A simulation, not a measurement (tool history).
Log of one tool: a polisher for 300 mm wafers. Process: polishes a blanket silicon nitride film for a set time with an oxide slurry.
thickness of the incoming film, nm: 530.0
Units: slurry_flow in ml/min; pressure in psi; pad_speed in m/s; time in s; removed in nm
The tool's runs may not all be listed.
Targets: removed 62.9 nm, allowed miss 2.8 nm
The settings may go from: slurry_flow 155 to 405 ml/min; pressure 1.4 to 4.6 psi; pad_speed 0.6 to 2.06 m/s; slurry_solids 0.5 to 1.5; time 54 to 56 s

run 1 hour=0 | slurry_flow=260 pressure=3 pad_speed=1.32 slurry_solids=1 time=54 | removed=36.385
run 2 hour=3 | slurry_flow=260 pressure=2.5 pad_speed=1.32 slurry_solids=1 time=54 | removed=31.621
run 3 hour=7.4 | slurry_flow=260 pressure=3.2 pad_speed=1.32 slurry_solids=1 time=54 | removed=38.154
run 4 hour=15.1 | slurry_flow=260 pressure=3.2 pad_speed=1.32 slurry_solids=1.15 time=54 | removed=41.196
run 5 hour=16.1 | slurry_flow=260 pressure=3.4 pad_speed=1.34 slurry_solids=1.15 time=54 | removed=44.651
-- hour=18.1 worn pad replaced by a new one
run 6 hour=18.1 | slurry_flow=260 pressure=3.4 pad_speed=1.34 slurry_solids=1.15 time=54 | removed=49.866
run 7 hour=22.9 | slurry_flow=260 pressure=3.5 pad_speed=1.34 slurry_solids=1.15 time=54 | removed=51.006
run 8 hour=27.7 | slurry_flow=260 pressure=3.6 pad_speed=1.34 slurry_solids=1.15 time=54 | removed=52.892
run 9 hour=34.7 | slurry_flow=260 pressure=3.7 pad_speed=1.34 slurry_solids=1.15 time=54 | removed=53.908
run 10 hour=37.1 | slurry_flow=260 pressure=3.9 pad_speed=1.34 slurry_solids=1.15 time=54 | removed=57.094

5 next moves are on the table. One of them brings every result within its allowed miss. Which?
run A hour=39.5 | slurry_flow=265 pressure=3.5 pad_speed=1.34 slurry_solids=1.15 time=56 | removed=?
run B hour=39.5 | slurry_flow=265 pressure=4.1 pad_speed=1.32 slurry_solids=1.15 time=56 | removed=?
run C hour=39.5 | slurry_flow=235 pressure=3.7 pad_speed=0.98 slurry_solids=1.1 time=56 | removed=?
run D hour=39.5 | slurry_flow=220 pressure=4.4 pad_speed=1.04 slurry_solids=1.1 time=54 | removed=?
run E hour=39.5 | slurry_flow=300 pressure=3.7 pad_speed=1.02 slurry_solids=1.1 time=54 | removed=?

move=A removed=53.738
move=B removed=62.245
move=C removed=47.597
move=D removed=55.439
move=E removed=47.783
A: further off than the last run
B: meets every target
C: further off than the last run
D: further off than the last run
E: further off than the last run
The right move is B.

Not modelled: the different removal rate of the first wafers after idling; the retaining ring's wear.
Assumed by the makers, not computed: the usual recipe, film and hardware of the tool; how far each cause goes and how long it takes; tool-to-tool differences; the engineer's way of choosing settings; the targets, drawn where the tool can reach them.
